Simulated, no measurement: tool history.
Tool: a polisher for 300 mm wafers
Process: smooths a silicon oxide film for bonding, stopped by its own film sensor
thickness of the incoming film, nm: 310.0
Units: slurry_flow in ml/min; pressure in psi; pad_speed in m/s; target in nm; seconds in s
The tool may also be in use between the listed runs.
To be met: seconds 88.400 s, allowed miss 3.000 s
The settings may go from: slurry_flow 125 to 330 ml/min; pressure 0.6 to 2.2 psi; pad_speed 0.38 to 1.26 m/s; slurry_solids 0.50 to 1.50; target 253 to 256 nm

run,hour,slurry_flow,pressure,pad_speed,slurry_solids,target,seconds
1,0.0,210,1.4,0.82,1.00,256,140.180
2,8.0,210,1.4,0.82,1.00,256,141.730
3,10.0,210,1.4,0.82,0.80,256,160.220
4,11.4,215,1.7,0.82,0.80,256,132.500
5,18.4,215,1.9,0.84,0.80,256,116.540
6,19.0,215,1.6,0.84,0.80,256,137.570
7,19.9,220,1.8,0.86,0.80,256,121.960
8,27.8,220,1.9,0.90,0.80,256,113.520
9,31.5,220,2.0,0.94,0.80,256,102.740
10,33.2,220,2.1,0.96,0.80,256,95.857
11,35.0,220,2.1,0.98,0.80,256,93.778

4 next moves are on the table. One of them brings every result within its allowed miss. Which?
A,36.8,250,2.0,1.02,0.75,256,?
B,36.8,245,2.1,1.16,0.70,256,?
C,36.8,205,1.9,1.00,0.85,253,?
D,36.8,180,2.2,1.08,0.70,253,?

move,seconds
A,99.429
B,90.367
C,105.160
D,100.160
A: further off than the last run
B: meets every target
C: further off than the last run
D: further off than the last run
Answer: B
